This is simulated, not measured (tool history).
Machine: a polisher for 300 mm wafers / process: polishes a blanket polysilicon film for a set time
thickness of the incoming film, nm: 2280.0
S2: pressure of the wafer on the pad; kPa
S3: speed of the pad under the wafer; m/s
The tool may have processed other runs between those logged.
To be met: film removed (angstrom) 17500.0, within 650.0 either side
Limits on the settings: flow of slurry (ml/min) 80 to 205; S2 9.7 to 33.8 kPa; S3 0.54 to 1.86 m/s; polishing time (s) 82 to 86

Run 1, hour 0.0: flow of slurry (ml/min) 135, S2 21.4 kPa, S3 1.18 m/s, polishing time (s) 82. Result: film removed (angstrom) 9830.7.
Run 2, hour 7.3: flow of slurry (ml/min) 125, S2 21.4 kPa, S3 1.18 m/s, polishing time (s) 82. Result: film removed (angstrom) 9510.5.
Run 3, hour 11.8: flow of slurry (ml/min) 125, S2 17.9 kPa, S3 1.18 m/s, polishing time (s) 82. Result: film removed (angstrom) 7911.2.
Run 4, hour 13.0: flow of slurry (ml/min) 150, S2 17.9 kPa, S3 1.18 m/s, polishing time (s) 82. Result: film removed (angstrom) 8181.0.
Run 5, hour 18.6: flow of slurry (ml/min) 150, S2 20.0 kPa, S3 1.18 m/s, polishing time (s) 82. Result: film removed (angstrom) 9227.9.
Run 6, hour 27.6: flow of slurry (ml/min) 150, S2 21.4 kPa, S3 1.18 m/s, polishing time (s) 82. Result: film removed (angstrom) 9810.2.
Run 7, hour 34.6: flow of slurry (ml/min) 165, S2 27.6 kPa, S3 1.22 m/s, polishing time (s) 82. Result: film removed (angstrom) 13213.0.
Run 8, hour 39.9: flow of slurry (ml/min) 165, S2 28.3 kPa, S3 1.22 m/s, polishing time (s) 82. Result: film removed (angstrom) 13405.0.
Run 9, hour 42.5: flow of slurry (ml/min) 165, S2 29.0 kPa, S3 1.22 m/s, polishing time (s) 82. Result: film removed (angstrom) 13870.0.
Run 10, hour 48.2: flow of slurry (ml/min) 165, S2 29.6 kPa, S3 1.22 m/s, polishing time (s) 82. Result: film removed (angstrom) 14171.0.
Run 11, hour 56.1: flow of slurry (ml/min) 165, S2 30.3 kPa, S3 1.22 m/s, polishing time (s) 82. Result: film removed (angstrom) 14043.0.
Run 12, hour 60.6: flow of slurry (ml/min) 165, S2 30.3 kPa, S3 1.22 m/s, polishing time (s) 82. Result: film removed (angstrom) 14565.0.
Run 13, hour 64.3: flow of slurry (ml/min) 165, S2 31.0 kPa, S3 1.22 m/s, polishing time (s) 82. Result: film removed (angstrom) 14364.0.
Run 14, hour 68.1: flow of slurry (ml/min) 170, S2 31.7 kPa, S3 1.22 m/s, polishing time (s) 82. Result: film removed (angstrom) 15442.0.

Which single option among these 5 for the next run brings every result within its allowed miss of target? Just one does.
Run A, hour 71.9: flow of slurry (ml/min) 200, S2 31.7 kPa, S3 1.04 m/s, polishing time (s) 82. Result: film removed (angstrom) ?.
Run B, hour 71.9: flow of slurry (ml/min) 195, S2 28.3 kPa, S3 1.20 m/s, polishing time (s) 82. Result: film removed (angstrom) ?.
Run C, hour 71.9: flow of slurry (ml/min) 185, S2 30.3 kPa, S3 1.50 m/s, polishing time (s) 86. Result: film removed (angstrom) ?.
Run D, hour 71.9: flow of slurry (ml/min) 180, S2 31.7 kPa, S3 1.38 m/s, polishing time (s) 83. Result: film removed (angstrom) ?.
Run E, hour 71.9: flow of slurry (ml/min) 155, S2 33.8 kPa, S3 1.40 m/s, polishing time (s) 86. Result: film removed (angstrom) ?.

move  film removed (angstrom)
   A                  13162.0
   B                  13467.0
   C                  18684.0
   D                  17304.0
   E                  18965.0
A: the biggest miss grows against the last run
B: the biggest miss grows against the last run
C: carries the result that was furthest off beyond its target, to the other side
D: every result lands within tolerance
E: carries the result that was furthest off beyond its target, to the other side
Move D is the one to make.
